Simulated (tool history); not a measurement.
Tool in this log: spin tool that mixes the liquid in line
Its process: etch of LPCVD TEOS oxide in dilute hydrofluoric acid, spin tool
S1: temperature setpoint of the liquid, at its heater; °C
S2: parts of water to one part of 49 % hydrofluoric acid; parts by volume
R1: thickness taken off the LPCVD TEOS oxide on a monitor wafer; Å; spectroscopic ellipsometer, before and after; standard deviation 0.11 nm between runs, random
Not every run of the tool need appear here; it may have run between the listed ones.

run 1 hour=0.0 | S1=21.0 S2=60 time_under_the_liquid_(s)=15 | R1=137.93
run 2 hour=8.5 | S1=19.5 S2=60 time_under_the_liquid_(s)=15 | R1=129.14
run 3 hour=15.8 | S1=17.0 S2=60 time_under_the_liquid_(s)=15 | R1=116.37
run 4 hour=24.6 | S1=20.0 S2=60 time_under_the_liquid_(s)=15 | R1=132.45
run 5 hour=32.5 | S1=20.0 S2=45 time_under_the_liquid_(s)=15 | R1=180.15
run 6 hour=40.8 | S1=22.5 S2=45 time_under_the_liquid_(s)=15 | R1=198.87

Run 7 is up next; what results do you expect?
run 7 hour=47.0 | S1=24.0 S2=45 time_under_the_liquid_(s)=15 | R1=?

{"run 7": {"R1": 212.65}}

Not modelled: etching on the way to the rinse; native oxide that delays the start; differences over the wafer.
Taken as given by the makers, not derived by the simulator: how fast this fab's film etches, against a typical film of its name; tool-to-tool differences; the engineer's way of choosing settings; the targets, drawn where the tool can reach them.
